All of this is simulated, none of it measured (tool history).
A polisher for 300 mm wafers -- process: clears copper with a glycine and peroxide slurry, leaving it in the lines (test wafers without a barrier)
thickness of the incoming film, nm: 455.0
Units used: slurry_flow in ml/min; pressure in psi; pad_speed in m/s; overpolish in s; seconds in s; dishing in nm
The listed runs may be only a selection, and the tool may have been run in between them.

run	day	slurry_flow	pressure	pad_speed	overpolish	seconds	dishing
1	0	125	2.4	1.04	9	114.39	27.372
2	0.092	125	2.4	0.94	9	126.66	25.512
3	0.171	125	2.4	0.84	9	139.24	23.548
4	0.533	125	1.9	0.84	9	162.83	20.718
5	0.654	130	2.1	0.84	9	148.93	21.928
6	1.033	130	2.5	0.84	9	132.5	24.964
7	1.138	130	2.5	0.84	9	132.33	24.545
8	1.262	135	2.6	0.84	9	124.88	25.778

Run 9, settings as shown, results not yet in. Your forecast:
9	1.304	140	2.7	0.84	9	?	?

Run 9 gave seconds 124.24 s, dishing 26.207 nm.
